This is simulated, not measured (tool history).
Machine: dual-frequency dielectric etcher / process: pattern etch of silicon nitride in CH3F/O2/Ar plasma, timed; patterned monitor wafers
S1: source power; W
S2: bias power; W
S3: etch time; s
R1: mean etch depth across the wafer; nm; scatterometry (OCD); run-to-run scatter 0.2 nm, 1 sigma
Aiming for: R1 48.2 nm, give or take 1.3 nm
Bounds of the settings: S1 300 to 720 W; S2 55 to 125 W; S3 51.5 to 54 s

run,hour,S1,S2,S3,R1
1,0,510,90,51.5,40.978
2,4.7,510,90,51.5,40.882
3,11.5,510,90,54,42.782
4,19.2,510,102,54,45.561
5,24.4,520,102,54,46.136
6,27.3,520,102,51.5,43.78
7,29.5,530,103,51.5,44.615
8,33.2,540,103,51.5,44.739

Below are 4 possible settings for the next run. Only one of them brings all results inside the allowed miss of their targets. Which is it?
A,36.9,520,102,51.5,?
B,36.9,580,100,51.5,?
C,36.9,550,118,52,?
D,36.9,550,97,52.5,?

move,R1
A,43.616
B,45.138
C,48.261
D,44.397
A: its largest miss is bigger than the last run's
B: nearer than the last run, and not there yet
C: all results in spec
D: its largest miss is bigger than the last run's
So the answer is move C, the one that meets all the targets.
